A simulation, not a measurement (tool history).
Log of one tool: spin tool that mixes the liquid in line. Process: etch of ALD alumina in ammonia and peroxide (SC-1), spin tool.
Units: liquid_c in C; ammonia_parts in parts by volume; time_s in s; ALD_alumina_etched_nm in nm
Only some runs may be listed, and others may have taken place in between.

run 1 hour=0 | liquid_c=54 ammonia_parts=0.85 time_s=100 | ALD_alumina_etched_nm=4.5294
run 2 hour=7.8 | liquid_c=51 ammonia_parts=0.85 time_s=100 | ALD_alumina_etched_nm=3.8206
run 3 hour=10.9 | liquid_c=51 ammonia_parts=0.75 time_s=100 | ALD_alumina_etched_nm=3.7506
run 4 hour=15 | liquid_c=51 ammonia_parts=0.55 time_s=100 | ALD_alumina_etched_nm=3.6909
run 5 hour=15.6 | liquid_c=51 ammonia_parts=0.7 time_s=100 | ALD_alumina_etched_nm=3.7785
run 6 hour=21.5 | liquid_c=50.5 ammonia_parts=0.7 time_s=100 | ALD_alumina_etched_nm=3.6512
run 7 hour=26.8 | liquid_c=50 ammonia_parts=0.7 time_s=100 | ALD_alumina_etched_nm=3.5529
run 8 hour=31.2 | liquid_c=49.5 ammonia_parts=0.7 time_s=100 | ALD_alumina_etched_nm=3.4589

Estimate the outcome of run 9 from the log above:
run 9 hour=39 | liquid_c=49.5 ammonia_parts=0.7 time_s=100 | ALD_alumina_etched_nm=?

ALD_alumina_etched_nm: 3.4725 nm
